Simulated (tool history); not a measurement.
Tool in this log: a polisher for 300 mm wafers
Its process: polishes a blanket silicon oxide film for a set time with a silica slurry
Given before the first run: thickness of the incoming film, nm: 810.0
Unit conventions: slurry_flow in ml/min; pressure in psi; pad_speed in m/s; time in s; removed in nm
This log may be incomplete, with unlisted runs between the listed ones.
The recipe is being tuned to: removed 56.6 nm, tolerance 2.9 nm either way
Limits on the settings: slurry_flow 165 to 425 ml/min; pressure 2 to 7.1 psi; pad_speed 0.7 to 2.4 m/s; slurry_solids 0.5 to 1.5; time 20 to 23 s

{"run": 1, "hour": 0.0, "slurry_flow": 275, "pressure": 4.5, "pad_speed": 1.54, "slurry_solids": 1, "time": 23, "removed": 78.673}
{"run": 2, "hour": 2.9, "slurry_flow": 275, "pressure": 5.4, "pad_speed": 1.54, "slurry_solids": 1, "time": 23, "removed": 88.937}
{"run": 3, "hour": 11.6, "slurry_flow": 275, "pressure": 5.4, "pad_speed": 1.54, "slurry_solids": 1.1, "time": 23, "removed": 92.915}
{"run": 4, "hour": 12.3, "slurry_flow": 275, "pressure": 4.7, "pad_speed": 1.5, "slurry_solids": 1.1, "time": 23, "removed": 85.223}
{"run": 5, "hour": 13.0, "slurry_flow": 275, "pressure": 4.7, "pad_speed": 1.5, "slurry_solids": 1.1, "time": 20, "removed": 72.183}
{"hour": 19.1, "done": "conditioning disc replaced and pad reconditioned"}
{"run": 6, "hour": 19.1, "slurry_flow": 275, "pressure": 4.7, "pad_speed": 1.5, "slurry_solids": 1.1, "time": 20, "removed": 108.12}
{"run": 7, "hour": 21.4, "slurry_flow": 275, "pressure": 4.6, "pad_speed": 1.3, "slurry_solids": 1, "time": 20, "removed": 91.964}
{"run": 8, "hour": 25.6, "slurry_flow": 275, "pressure": 4, "pad_speed": 1.44, "slurry_solids": 1, "time": 20, "removed": 84.418}
{"run": 9, "hour": 29.3, "slurry_flow": 250, "pressure": 3.4, "pad_speed": 1.7, "slurry_solids": 0.9, "time": 20, "removed": 76.725}
{"run": 10, "hour": 35.0, "slurry_flow": 230, "pressure": 3, "pad_speed": 1.8, "slurry_solids": 0.8, "time": 20, "removed": 64.233}
{"run": 11, "hour": 42.1, "slurry_flow": 220, "pressure": 2.8, "pad_speed": 1.78, "slurry_solids": 0.8, "time": 20, "removed": 59.299}

Exactly one of the 4 candidate moves below puts every result within its allowed miss. Which one?
{"run": "A", "hour": 49.2, "slurry_flow": 235, "pressure": 2.5, "pad_speed": 1.84, "slurry_solids": 0.85, "time": 22, "removed": "?"}
{"run": "B", "hour": 49.2, "slurry_flow": 210, "pressure": 2, "pad_speed": 2.3, "slurry_solids": 1.05, "time": 20, "removed": "?"}
{"run": "C", "hour": 49.2, "slurry_flow": 205, "pressure": 2.9, "pad_speed": 1.72, "slurry_solids": 0.85, "time": 20, "removed": "?"}
{"run": "D", "hour": 49.2, "slurry_flow": 205, "pressure": 3.3, "pad_speed": 1.74, "slurry_solids": 0.85, "time": 20, "removed": "?"}

move=A removed=62.508
move=B removed=57.07
move=C removed=61.791
move=D removed=70.382
A: further off than the last run
B: every result within its allowed miss
C: further off than the last run
D: further off than the last run
So the answer is move B, the one that meets all the targets.

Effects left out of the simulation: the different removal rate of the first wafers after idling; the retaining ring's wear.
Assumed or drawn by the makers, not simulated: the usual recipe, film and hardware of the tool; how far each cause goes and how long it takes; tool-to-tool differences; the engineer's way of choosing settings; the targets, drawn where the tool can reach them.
